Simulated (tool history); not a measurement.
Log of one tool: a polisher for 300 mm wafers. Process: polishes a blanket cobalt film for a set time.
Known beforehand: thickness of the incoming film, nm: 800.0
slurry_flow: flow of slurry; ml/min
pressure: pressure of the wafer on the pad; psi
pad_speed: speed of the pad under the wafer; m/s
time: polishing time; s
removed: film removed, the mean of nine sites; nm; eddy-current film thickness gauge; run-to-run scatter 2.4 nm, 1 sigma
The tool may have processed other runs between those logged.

run  hour  slurry_flow  pressure  pad_speed  time  removed
  1   0.0          125       2.3        1.1    58   312.42
  2   4.1          120       2.1        1.1    58   281.53
  3   9.8          115       2.0        1.1    58   269.63
  4  14.9          110       1.9        1.1    58   250.60
  5  18.6          110       1.4        1.1    58   194.00
  6  26.1          110       1.9        1.1    58   249.83
  7  32.9          105       1.9        1.1    58   247.77
  8  40.8          100       1.9        1.1    58   240.92
  9  49.6          100       1.9        1.1    58   244.51
 10  55.2           95       1.9        1.1    58   240.98

Predict the results of run 11:
 11  57.3           90       1.9        1.1    58        ?

removed: 238.97 nm
